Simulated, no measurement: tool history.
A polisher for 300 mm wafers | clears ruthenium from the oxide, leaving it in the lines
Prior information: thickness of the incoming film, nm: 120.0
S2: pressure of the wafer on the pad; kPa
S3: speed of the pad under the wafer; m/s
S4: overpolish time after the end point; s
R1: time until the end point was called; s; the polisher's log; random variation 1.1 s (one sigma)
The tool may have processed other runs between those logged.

{"run": 1, "hour": 0.0, "flow of slurry (ml/min)": 185, "S2": 12.4, "S3": 0.98, "S4": 10, "R1": 115.43}
{"run": 2, "hour": 5.1, "flow of slurry (ml/min)": 185, "S2": 14.5, "S3": 1.0, "S4": 10, "R1": 96.147}
{"run": 3, "hour": 9.4, "flow of slurry (ml/min)": 185, "S2": 14.5, "S3": 1.0, "S4": 8, "R1": 98.555}
{"run": 4, "hour": 12.1, "flow of slurry (ml/min)": 225, "S2": 14.5, "S3": 1.0, "S4": 8, "R1": 95.254}
{"run": 5, "hour": 15.8, "flow of slurry (ml/min)": 225, "S2": 14.5, "S3": 0.8, "S4": 8, "R1": 113.21}
{"run": 6, "hour": 18.7, "flow of slurry (ml/min)": 225, "S2": 14.5, "S3": 0.8, "S4": 10, "R1": 117.34}

The next listed run, before its measurement:
{"run": 7, "hour": 27.0, "flow of slurry (ml/min)": 225, "S2": 15.9, "S3": 0.88, "S4": 10, "R1": "?"}

Run 7 measured R1 95.922 s.
